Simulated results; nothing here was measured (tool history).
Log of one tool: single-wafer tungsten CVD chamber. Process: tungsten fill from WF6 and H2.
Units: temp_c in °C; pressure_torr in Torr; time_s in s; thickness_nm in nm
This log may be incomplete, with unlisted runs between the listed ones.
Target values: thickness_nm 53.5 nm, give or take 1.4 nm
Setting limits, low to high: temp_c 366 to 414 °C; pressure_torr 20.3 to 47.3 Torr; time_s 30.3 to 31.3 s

{"run": 1, "hour": 0.0, "temp_c": 390, "pressure_torr": 33.8, "time_s": 30.3, "thickness_nm": 73.128}
{"run": 2, "hour": 4.3, "temp_c": 390, "pressure_torr": 37.9, "time_s": 30.3, "thickness_nm": 78.497}
{"run": 3, "hour": 6.3, "temp_c": 390, "pressure_torr": 35.9, "time_s": 30.3, "thickness_nm": 75.743}
{"run": 4, "hour": 12.0, "temp_c": 384, "pressure_torr": 35.7, "time_s": 30.3, "thickness_nm": 67.775}
{"run": 5, "hour": 14.8, "temp_c": 384, "pressure_torr": 35.7, "time_s": 30.3, "thickness_nm": 67.712}
{"run": 6, "hour": 16.9, "temp_c": 380, "pressure_torr": 35.5, "time_s": 30.3, "thickness_nm": 63.192}
{"run": 7, "hour": 19.5, "temp_c": 377, "pressure_torr": 35.4, "time_s": 30.3, "thickness_nm": 59.788}
{"run": 8, "hour": 26.5, "temp_c": 375, "pressure_torr": 35.3, "time_s": 30.3, "thickness_nm": 57.617}
{"run": 9, "hour": 32.4, "temp_c": 374, "pressure_torr": 35.2, "time_s": 30.3, "thickness_nm": 56.602}

Exercise: of the 4 proposed moves below, exactly one satisfies all targets within the stated allowed misses. Which move is it?
{"run": "A", "hour": 38.3, "temp_c": 374, "pressure_torr": 32.7, "time_s": 31.3, "thickness_nm": "?"}
{"run": "B", "hour": 38.3, "temp_c": 371, "pressure_torr": 35.7, "time_s": 30.3, "thickness_nm": "?"}
{"run": "C", "hour": 38.3, "temp_c": 375, "pressure_torr": 36.3, "time_s": 31.3, "thickness_nm": "?"}
{"run": "D", "hour": 38.3, "temp_c": 376, "pressure_torr": 35.1, "time_s": 30.7, "thickness_nm": "?"}

move=A thickness_nm=55.77
move=B thickness_nm=53.837
move=C thickness_nm=60.412
move=D thickness_nm=59.16
A: better than the last run, though not everything is in spec
B: each result inside its tolerance
C: further off than the last run
D: further off than the last run
The move that meets every target is B.
